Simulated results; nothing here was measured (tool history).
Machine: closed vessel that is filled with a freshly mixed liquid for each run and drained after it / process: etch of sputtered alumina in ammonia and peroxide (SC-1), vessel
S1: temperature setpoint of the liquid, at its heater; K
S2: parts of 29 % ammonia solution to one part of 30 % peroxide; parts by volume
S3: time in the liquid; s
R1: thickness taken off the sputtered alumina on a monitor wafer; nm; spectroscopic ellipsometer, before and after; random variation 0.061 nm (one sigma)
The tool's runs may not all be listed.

run	day	S1	S2	S3	R1
1	0	322.15	0.9	225	8.62
2	0.212	322.15	0.9	145	5.5887
3	0.275	325.65	0.9	145	6.7923
4	0.429	331.15	0.9	145	9.0915
5	0.621	332.65	0.9	145	9.9246
6	0.7	333.65	0.9	145	10.286

Predict the results of run 7:
# day 0.862: new drum of ammonia solution connected
7	0.862	334.15	0.9	145	?

Run 7 yielded R1 10.672 nm.
